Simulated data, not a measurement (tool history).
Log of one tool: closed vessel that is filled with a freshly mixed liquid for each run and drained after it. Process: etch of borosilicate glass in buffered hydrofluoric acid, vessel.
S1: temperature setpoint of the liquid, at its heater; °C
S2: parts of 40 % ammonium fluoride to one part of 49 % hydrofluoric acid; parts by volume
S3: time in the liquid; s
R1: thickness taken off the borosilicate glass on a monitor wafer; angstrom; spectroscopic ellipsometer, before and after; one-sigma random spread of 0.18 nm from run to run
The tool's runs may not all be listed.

{"run": 1, "hour": 0.0, "S1": 25, "S2": 13, "S3": 35, "R1": 405.14}
{"run": 2, "hour": 6.8, "S1": 28, "S2": 13, "S3": 35, "R1": 470.76}
{"run": 3, "hour": 10.2, "S1": 28, "S2": 16, "S3": 35, "R1": 383.39}
{"run": 4, "hour": 16.3, "S1": 28.5, "S2": 16, "S3": 35, "R1": 394.65}
{"run": 5, "hour": 24.1, "S1": 28.5, "S2": 18, "S3": 35, "R1": 351.52}
{"run": 6, "hour": 31.1, "S1": 28.5, "S2": 18, "S3": 30, "R1": 299.89}
{"run": 7, "hour": 31.9, "S1": 29.5, "S2": 17.5, "S3": 30, "R1": 326.22}
{"run": 8, "hour": 34.9, "S1": 30, "S2": 16.5, "S3": 30, "R1": 356.15}

Estimate the outcome of run 9 from the log above:
{"run": 9, "hour": 37.6, "S1": 30.5, "S2": 16, "S3": 30, "R1": "?"}

R1: 375.66 angstrom

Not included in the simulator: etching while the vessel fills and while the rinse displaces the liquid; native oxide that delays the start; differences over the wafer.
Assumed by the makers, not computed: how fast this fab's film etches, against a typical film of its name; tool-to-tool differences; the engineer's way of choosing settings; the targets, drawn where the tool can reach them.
